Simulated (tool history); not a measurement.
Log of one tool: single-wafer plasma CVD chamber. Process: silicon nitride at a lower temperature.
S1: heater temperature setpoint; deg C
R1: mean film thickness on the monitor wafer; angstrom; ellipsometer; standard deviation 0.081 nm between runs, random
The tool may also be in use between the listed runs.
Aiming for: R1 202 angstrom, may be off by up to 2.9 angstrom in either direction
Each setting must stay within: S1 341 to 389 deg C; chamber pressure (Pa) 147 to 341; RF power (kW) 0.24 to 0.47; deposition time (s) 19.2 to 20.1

Run 1, hour 0: S1 365 deg C, chamber pressure (Pa) 244, RF power (kW) 0.355, deposition time (s) 20.1. Result: R1 273.74 angstrom.
Run 2, hour 1.5: S1 361 deg C, chamber pressure (Pa) 244, RF power (kW) 0.355, deposition time (s) 20.1. Result: R1 273.5 angstrom.
Run 3, hour 6.8: S1 361 deg C, chamber pressure (Pa) 224, RF power (kW) 0.325, deposition time (s) 20. Result: R1 247.89 angstrom.
Run 4, hour 14.2: S1 361 deg C, chamber pressure (Pa) 207, RF power (kW) 0.315, deposition time (s) 20. Result: R1 235.5 angstrom.
Run 5, hour 23.2: S1 361 deg C, chamber pressure (Pa) 207, RF power (kW) 0.315, deposition time (s) 20.1. Result: R1 237.7 angstrom.
Run 6, hour 27.9: S1 361 deg C, chamber pressure (Pa) 207, RF power (kW) 0.315, deposition time (s) 19.2. Result: R1 226.3 angstrom.
Run 7, hour 30.1: S1 361 deg C, chamber pressure (Pa) 193, RF power (kW) 0.31, deposition time (s) 19.2. Result: R1 221 angstrom.
Run 8, hour 36.6: S1 361 deg C, chamber pressure (Pa) 193, RF power (kW) 0.31, deposition time (s) 19.2. Result: R1 219.06 angstrom.
Run 9, hour 44.2: S1 361 deg C, chamber pressure (Pa) 183, RF power (kW) 0.31, deposition time (s) 19.2. Result: R1 216.8 angstrom.
Run 10, hour 48.8: S1 361 deg C, chamber pressure (Pa) 175, RF power (kW) 0.31, deposition time (s) 19.2. Result: R1 214.57 angstrom.
Run 11, hour 49.6: S1 361 deg C, chamber pressure (Pa) 168, RF power (kW) 0.305, deposition time (s) 19.2. Result: R1 210.17 angstrom.
Run 12, hour 54.8: S1 361 deg C, chamber pressure (Pa) 163, RF power (kW) 0.305, deposition time (s) 19.2. Result: R1 211.54 angstrom.
Run 13, hour 58.6: S1 361 deg C, chamber pressure (Pa) 159, RF power (kW) 0.3, deposition time (s) 19.2. Result: R1 204.13 angstrom.

Consider the 4 candidate settings below. Which is the only one whose results all fall within their allowed miss of target?
Run A, hour 62.4: S1 368 deg C, chamber pressure (Pa) 163, RF power (kW) 0.295, deposition time (s) 20. Result: R1 ?.
Run B, hour 62.4: S1 360 deg C, chamber pressure (Pa) 147, RF power (kW) 0.31, deposition time (s) 19.2. Result: R1 ?.
Run C, hour 62.4: S1 361 deg C, chamber pressure (Pa) 184, RF power (kW) 0.285, deposition time (s) 20. Result: R1 ?.
Run D, hour 62.4: S1 360 deg C, chamber pressure (Pa) 197, RF power (kW) 0.28, deposition time (s) 19.4. Result: R1 ?.

move      R1
   A  211.34
   B  209.77
   C  209.28
   D  202.04
A: misses by more than the last run did
B: misses by more than the last run did
C: misses by more than the last run did
D: each result inside its tolerance
Correct choice: D, which meets every target
